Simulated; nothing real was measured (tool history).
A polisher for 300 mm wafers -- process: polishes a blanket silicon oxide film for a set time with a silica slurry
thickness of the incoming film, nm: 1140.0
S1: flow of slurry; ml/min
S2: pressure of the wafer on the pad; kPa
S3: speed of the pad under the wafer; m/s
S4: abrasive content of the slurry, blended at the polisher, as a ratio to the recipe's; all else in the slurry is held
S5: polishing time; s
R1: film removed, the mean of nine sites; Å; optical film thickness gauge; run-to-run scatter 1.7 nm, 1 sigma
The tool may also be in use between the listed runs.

{"run": 1, "hour": 0.0, "S1": 155, "S2": 20.7, "S3": 1.12, "S4": 1.0, "S5": 46, "R1": 825.31}
{"run": 2, "hour": 1.6, "S1": 160, "S2": 23.4, "S3": 1.18, "S4": 1.0, "S5": 46, "R1": 940.46}
{"run": 3, "hour": 6.6, "S1": 160, "S2": 25.5, "S3": 1.3, "S4": 1.0, "S5": 46, "R1": 1092.5}
{"run": 4, "hour": 13.0, "S1": 160, "S2": 29.6, "S3": 1.3, "S4": 1.0, "S5": 46, "R1": 1201.0}
{"run": 5, "hour": 18.8, "S1": 160, "S2": 29.6, "S3": 1.04, "S4": 1.0, "S5": 46, "R1": 1061.7}
{"run": 6, "hour": 24.5, "S1": 160, "S2": 29.6, "S3": 1.04, "S4": 0.85, "S5": 46, "R1": 987.22}
{"run": 7, "hour": 30.8, "S1": 165, "S2": 30.3, "S3": 1.22, "S4": 0.9, "S5": 46, "R1": 1127.1}
{"run": 8, "hour": 33.6, "S1": 165, "S2": 31.0, "S3": 1.36, "S4": 0.95, "S5": 46, "R1": 1239.2}
{"run": 9, "hour": 42.2, "S1": 170, "S2": 31.0, "S3": 1.46, "S4": 1.05, "S5": 46, "R1": 1362.3}
{"run": 10, "hour": 49.2, "S1": 170, "S2": 31.0, "S3": 1.54, "S4": 1.1, "S5": 46, "R1": 1435.1}
{"hour": 56.6, "done": "conditioning disc replaced and pad reconditioned"}
{"run": 11, "hour": 56.6, "S1": 170, "S2": 31.0, "S3": 1.6, "S4": 1.15, "S5": 46, "R1": 2412.0}

Run 12 is up next; what results do you expect?
{"run": 12, "hour": 62.5, "S1": 185, "S2": 29.6, "S3": 1.6, "S4": 1.15, "S5": 46, "R1": "?"}

R1: 2294.20 Å
